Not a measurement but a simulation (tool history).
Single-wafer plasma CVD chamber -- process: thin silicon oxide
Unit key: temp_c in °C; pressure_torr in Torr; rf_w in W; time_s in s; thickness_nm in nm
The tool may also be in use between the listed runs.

{"run": 1, "hour": 0.0, "temp_c": 410, "pressure_torr": 0.989, "rf_w": 250, "time_s": 12.19, "thickness_nm": 21.959}
{"run": 2, "hour": 2.8, "temp_c": 410, "pressure_torr": 1.007, "rf_w": 250, "time_s": 12.19, "thickness_nm": 22.246}
{"run": 3, "hour": 9.6, "temp_c": 410, "pressure_torr": 1.007, "rf_w": 250, "time_s": 12.19, "thickness_nm": 22.155}
{"run": 4, "hour": 12.3, "temp_c": 410, "pressure_torr": 1.024, "rf_w": 250, "time_s": 12.19, "thickness_nm": 22.331}
{"run": 5, "hour": 19.1, "temp_c": 410, "pressure_torr": 1.024, "rf_w": 220, "time_s": 12.19, "thickness_nm": 20.905}
{"run": 6, "hour": 24.1, "temp_c": 410, "pressure_torr": 1.05, "rf_w": 220, "time_s": 12.19, "thickness_nm": 21.355}
{"run": 7, "hour": 24.8, "temp_c": 410, "pressure_torr": 1.073, "rf_w": 220, "time_s": 12.19, "thickness_nm": 21.477}
{"run": 8, "hour": 26.2, "temp_c": 410, "pressure_torr": 1.271, "rf_w": 220, "time_s": 12.19, "thickness_nm": 23.583}
{"run": 9, "hour": 27.9, "temp_c": 410, "pressure_torr": 1.283, "rf_w": 220, "time_s": 12.19, "thickness_nm": 23.789}
{"run": 10, "hour": 31.4, "temp_c": 410, "pressure_torr": 1.293, "rf_w": 220, "time_s": 12.19, "thickness_nm": 23.906}
{"run": 11, "hour": 35.6, "temp_c": 410, "pressure_torr": 1.302, "rf_w": 220, "time_s": 12.19, "thickness_nm": 23.844}
{"run": 12, "hour": 44.5, "temp_c": 410, "pressure_torr": 1.311, "rf_w": 220, "time_s": 12.19, "thickness_nm": 23.896}
{"run": 13, "hour": 45.4, "temp_c": 410, "pressure_torr": 1.319, "rf_w": 220, "time_s": 12.19, "thickness_nm": 24.059}
{"run": 14, "hour": 48.3, "temp_c": 410, "pressure_torr": 1.326, "rf_w": 220, "time_s": 12.19, "thickness_nm": 23.866}

Run 15 has not been measured yet. What should we expect?
{"run": 15, "hour": 49.4, "temp_c": 410, "pressure_torr": 1.385, "rf_w": 220, "time_s": 12.19, "thickness_nm": "?"}

{"run 15": {"thickness_nm": 24.546}}
